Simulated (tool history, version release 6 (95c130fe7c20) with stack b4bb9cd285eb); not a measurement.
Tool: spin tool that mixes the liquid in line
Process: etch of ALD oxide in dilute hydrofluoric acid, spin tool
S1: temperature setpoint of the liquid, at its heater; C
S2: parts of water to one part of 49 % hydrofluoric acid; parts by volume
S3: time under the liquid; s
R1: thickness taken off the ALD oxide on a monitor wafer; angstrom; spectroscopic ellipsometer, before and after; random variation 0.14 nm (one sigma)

run,hour,S1,S2,S3,R1
1,0.0,24.0,210,270,231.86
2,7.8,24.0,270,270,168.31
3,16.1,24.0,270,290,181.98
4,22.6,24.0,270,270,167.27
5,23.4,24.0,270,290,180.36
6,27.1,24.0,310,290,150.44
7,35.3,28.0,235,290,247.59

Forecast run 8:
8,44.3,28.5,235,290,?

Run 8 gave R1 251.89 angstrom.
